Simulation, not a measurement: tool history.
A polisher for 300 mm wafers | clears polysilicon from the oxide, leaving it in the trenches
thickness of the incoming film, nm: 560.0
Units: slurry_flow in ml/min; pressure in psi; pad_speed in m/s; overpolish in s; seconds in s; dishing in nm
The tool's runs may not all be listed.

{"run": 1, "day": 0.0, "slurry_flow": 290, "pressure": 2.5, "pad_speed": 1.24, "overpolish": 12, "seconds": 39.533, "dishing": 50.213}
{"run": 2, "day": 0.05, "slurry_flow": 290, "pressure": 2.4, "pad_speed": 1.24, "overpolish": 12, "seconds": 42.466, "dishing": 49.637}
{"run": 3, "day": 0.154, "slurry_flow": 290, "pressure": 2.4, "pad_speed": 1.24, "overpolish": 8, "seconds": 42.45, "dishing": 46.022}
{"run": 4, "day": 0.367, "slurry_flow": 290, "pressure": 2.4, "pad_speed": 1.56, "overpolish": 8, "seconds": 33.959, "dishing": 48.626}
{"run": 5, "day": 0.617, "slurry_flow": 290, "pressure": 2.1, "pad_speed": 1.56, "overpolish": 8, "seconds": 38.3, "dishing": 47.627}
{"run": 6, "day": 0.679, "slurry_flow": 290, "pressure": 2, "pad_speed": 1.54, "overpolish": 8, "seconds": 40.783, "dishing": 46.353}
{"run": 7, "day": 0.788, "slurry_flow": 290, "pressure": 1.9, "pad_speed": 1.52, "overpolish": 9, "seconds": 43.955, "dishing": 47.877}
{"run": 8, "day": 0.933, "slurry_flow": 290, "pressure": 1.9, "pad_speed": 1.52, "overpolish": 9, "seconds": 43.564, "dishing": 47.039}

The next listed run, before its measurement:
{"run": 9, "day": 1.246, "slurry_flow": 290, "pressure": 1.8, "pad_speed": 1.52, "overpolish": 9, "seconds": "?", "dishing": "?"}

Run 9 gave seconds 45.315 s, dishing 47.725 nm.

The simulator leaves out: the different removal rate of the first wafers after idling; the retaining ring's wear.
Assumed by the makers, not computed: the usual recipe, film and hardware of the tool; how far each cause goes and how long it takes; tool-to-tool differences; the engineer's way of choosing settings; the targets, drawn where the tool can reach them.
